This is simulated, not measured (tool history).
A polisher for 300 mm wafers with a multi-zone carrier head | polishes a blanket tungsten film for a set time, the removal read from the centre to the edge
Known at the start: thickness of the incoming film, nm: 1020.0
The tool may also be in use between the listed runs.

run  hour  flow of slurry (ml/min)  pressure of the head's centre zone  pressure of the head's middle zone  pressure of the head's edge zone  abrasive content of the slurry  polishing time (s)  film removed at the wafer's centre (nm)  film removed at mid-radius (nm)  film removed at the wafer's edge (nm)
  1   0.0                      275                                1.00                                1.00                              1.00                            1.00                  45                                   116.70                           110.71                                 111.18
  2   1.2                      275                                0.99                                1.02                              1.04                            1.10                  47                                   124.66                           121.74                                 119.75
  3  10.0                      270                                0.96                                1.02                              1.07                            1.20                  49                                   129.31                           130.08                                 131.92
  4  18.3                      270                                0.96                                1.02                              1.07                            1.30                  49                                   133.10                           131.78                                 129.90
  5  24.5                      270                                1.03                                1.02                              1.07                            1.30                  49                                   139.95                           130.85                                 133.59
  6  31.3                      265                                1.01                                1.03                              1.10                            1.35                  50                                   140.47                           136.42                                 138.73
     32.7  -- centre zone pressure recalibrated
  7  32.7                      270                                1.00                                1.04                              1.12                            1.40                  51                                   134.27                           141.87                                 145.46
  8  37.5                      275                                1.01                                1.05                              1.12                            1.40                  52                                   141.17                           145.66                                 145.00
  9  40.3                      275                                1.01                                1.05                              1.12                            1.40                  52                                   139.14                           145.10                                 146.30

The next listed run, before its measurement:
 10  48.0                      275                                1.01                                1.05                              1.13                            1.40                  53                                        ?                                ?                                      ?

{"run 10": {"film removed at the wafer's centre (nm)": 143.8, "film removed at mid-radius (nm)": 149.31, "film removed at the wafer's edge (nm)": 148.58}}
